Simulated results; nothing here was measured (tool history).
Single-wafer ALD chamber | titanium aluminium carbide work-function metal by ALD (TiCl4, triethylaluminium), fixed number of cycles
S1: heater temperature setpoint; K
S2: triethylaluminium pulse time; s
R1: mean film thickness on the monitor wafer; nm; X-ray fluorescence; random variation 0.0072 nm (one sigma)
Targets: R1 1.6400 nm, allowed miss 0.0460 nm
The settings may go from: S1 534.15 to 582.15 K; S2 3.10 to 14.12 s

{"run": 1, "hour": 0.0, "S1": 558.15, "S2": 8.61, "R1": 1.9847}
{"run": 2, "hour": 5.7, "S1": 556.15, "S2": 8.12, "R1": 1.9399}
{"run": 3, "hour": 8.8, "S1": 554.15, "S2": 7.75, "R1": 1.9008}
{"run": 4, "hour": 13.6, "S1": 552.15, "S2": 7.47, "R1": 1.8646}
{"run": 5, "hour": 16.4, "S1": 551.15, "S2": 7.26, "R1": 1.8393}
{"run": 6, "hour": 25.4, "S1": 551.15, "S2": 8.76, "R1": 1.918}
{"run": 7, "hour": 34.3, "S1": 549.15, "S2": 8.44, "R1": 1.8758}
{"run": 8, "hour": 42.1, "S1": 548.15, "S2": 8.19, "R1": 1.869}
{"run": 9, "hour": 50.8, "S1": 547.15, "S2": 7.88, "R1": 1.8449}
{"run": 10, "hour": 58.8, "S1": 546.15, "S2": 7.59, "R1": 1.8247}
{"run": 11, "hour": 62.6, "S1": 546.15, "S2": 7.59, "R1": 1.8231}
{"run": 12, "hour": 69.7, "S1": 545.15, "S2": 7.33, "R1": 1.8039}
{"run": 13, "hour": 74.6, "S1": 544.15, "S2": 7.1, "R1": 1.7751}
{"run": 14, "hour": 77.1, "S1": 543.15, "S2": 6.94, "R1": 1.7573}
{"run": 15, "hour": 83.2, "S1": 534.15, "S2": 5.06, "R1": 1.4895}

4 next moves are on the table. One of them brings every result within its allowed miss. Which?
{"run": "A", "hour": 89.3, "S1": 541.15, "S2": 5.68, "R1": "?"}
{"run": "B", "hour": 89.3, "S1": 544.15, "S2": 7.25, "R1": "?"}
{"run": "C", "hour": 89.3, "S1": 534.15, "S2": 5.32, "R1": "?"}
{"run": "D", "hour": 89.3, "S1": 540.15, "S2": 4.87, "R1": "?"}

move=A R1=1.6258
move=B R1=1.7881
move=C R1=1.5291
move=D R1=1.5081
A: meets every target
B: takes the result that was furthest off past its target
C: nearer than the last run, and not there yet
D: nearer than the last run, and not there yet
Move A is the one to make.
